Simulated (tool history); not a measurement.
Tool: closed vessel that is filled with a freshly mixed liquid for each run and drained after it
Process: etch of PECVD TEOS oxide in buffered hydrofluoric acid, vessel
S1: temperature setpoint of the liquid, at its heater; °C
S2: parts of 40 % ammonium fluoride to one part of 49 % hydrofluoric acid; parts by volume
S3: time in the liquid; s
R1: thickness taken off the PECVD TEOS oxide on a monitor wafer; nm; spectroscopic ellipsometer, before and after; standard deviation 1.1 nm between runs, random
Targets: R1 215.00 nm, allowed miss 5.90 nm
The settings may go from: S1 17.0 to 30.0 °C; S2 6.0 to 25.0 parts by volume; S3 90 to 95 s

Run 1, hour 0.0: S1 22.0 °C, S2 15.5 parts by volume, S3 90 s. Result: R1 124.69 nm.
Run 2, hour 8.0: S1 24.5 °C, S2 15.0 parts by volume, S3 90 s. Result: R1 148.79 nm.
Run 3, hour 8.9: S1 24.5 °C, S2 17.5 parts by volume, S3 90 s. Result: R1 127.64 nm.
Run 4, hour 17.1: S1 23.0 °C, S2 17.5 parts by volume, S3 90 s. Result: R1 116.34 nm.
Run 5, hour 21.2: S1 26.0 °C, S2 17.5 parts by volume, S3 90 s. Result: R1 139.12 nm.
Run 6, hour 26.2: S1 29.0 °C, S2 17.5 parts by volume, S3 90 s. Result: R1 163.53 nm.
Run 7, hour 27.8: S1 29.5 °C, S2 16.5 parts by volume, S3 90 s. Result: R1 178.01 nm.
Run 8, hour 29.9: S1 29.5 °C, S2 15.5 parts by volume, S3 90 s. Result: R1 188.26 nm.
Run 9, hour 31.0: S1 29.5 °C, S2 15.0 parts by volume, S3 90 s. Result: R1 193.27 nm.
Run 10, hour 33.9: S1 29.5 °C, S2 14.5 parts by volume, S3 90 s. Result: R1 200.98 nm.

Which one of the following 4 next-run settings gets every result inside its allowed miss? There is exactly one.
Run A, hour 36.8: S1 29.5 °C, S2 12.5 parts by volume, S3 90 s. Result: R1 ?.
Run B, hour 36.8: S1 29.5 °C, S2 15.5 parts by volume, S3 90 s. Result: R1 ?.
Run C, hour 36.8: S1 30.0 °C, S2 14.0 parts by volume, S3 90 s. Result: R1 ?.
Run D, hour 36.8: S1 27.0 °C, S2 13.5 parts by volume, S3 90 s. Result: R1 ?.

move      R1
   A  232.27
   B  188.16
   C  213.45
   D  188.64
A: moves the result that the last run missed by most past its target, out the other side
B: lands further from the targets than the last run did
C: each result inside its tolerance
D: lands further from the targets than the last run did
The move that meets every target is C.

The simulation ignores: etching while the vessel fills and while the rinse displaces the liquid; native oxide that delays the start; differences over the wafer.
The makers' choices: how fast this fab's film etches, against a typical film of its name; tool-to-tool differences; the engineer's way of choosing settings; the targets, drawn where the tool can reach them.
